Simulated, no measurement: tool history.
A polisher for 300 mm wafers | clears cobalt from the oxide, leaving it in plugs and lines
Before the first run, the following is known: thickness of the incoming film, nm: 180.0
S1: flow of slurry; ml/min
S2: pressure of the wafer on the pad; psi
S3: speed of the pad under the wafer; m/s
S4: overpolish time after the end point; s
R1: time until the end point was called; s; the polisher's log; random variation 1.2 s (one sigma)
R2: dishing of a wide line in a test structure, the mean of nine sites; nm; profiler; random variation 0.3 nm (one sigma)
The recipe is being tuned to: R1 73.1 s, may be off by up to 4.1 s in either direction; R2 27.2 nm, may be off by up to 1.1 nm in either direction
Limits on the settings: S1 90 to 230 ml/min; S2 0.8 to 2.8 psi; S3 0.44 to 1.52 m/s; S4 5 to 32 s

run 1 day=0 | S1=150 S2=1.8 S3=0.98 S4=16 | R1=52.139 R2=41.659
run 2 day=0.171 | S1=150 S2=1.7 S3=0.98 S4=15 | R1=54.096 R2=38.674
run 3 day=0.3 | S1=125 S2=1.7 S3=0.98 S4=15 | R1=54.159 R2=37.468
run 4 day=0.35 | S1=125 S2=2.1 S3=0.98 S4=15 | R1=48.049 R2=41.734
run 5 day=0.608 | S1=125 S2=1.9 S3=0.96 S4=15 | R1=52.8 R2=39.141
run 6 day=0.838 | S1=125 S2=1.9 S3=0.96 S4=22 | R1=52.384 R2=51.476
run 7 day=1.125 | S1=130 S2=1.8 S3=0.94 S4=20 | R1=54.844 R2=46.546
run 8 day=1.146 | S1=130 S2=1.7 S3=0.92 S4=18 | R1=58.033 R2=40.717
run 9 day=1.217 | S1=130 S2=1.6 S3=0.92 S4=17 | R1=61.224 R2=38.641
run 10 day=1.367 | S1=130 S2=1.5 S3=0.92 S4=16 | R1=64.492 R2=34.746

Exercise: of the 4 proposed moves below, exactly one satisfies all targets within the stated allowed misses. Which move is it?
run A day=1.517 | S1=100 S2=1.6 S3=1.08 S4=23 | R1=? R2=?
run B day=1.517 | S1=130 S2=1.7 S3=0.88 S4=18 | R1=? R2=?
run C day=1.517 | S1=155 S2=1.5 S3=0.78 S4=13 | R1=? R2=?
run D day=1.517 | S1=120 S2=1.9 S3=0.84 S4=12 | R1=? R2=?

move=A R1=54.147 R2=51.552
move=B R1=60.953 R2=40.264
move=C R1=72.465 R2=27.27
move=D R1=59.85 R2=29.848
A: the biggest miss grows against the last run
B: the biggest miss grows against the last run
C: every result within its allowed miss
D: nearer than the last run, and not there yet
The right move is C.
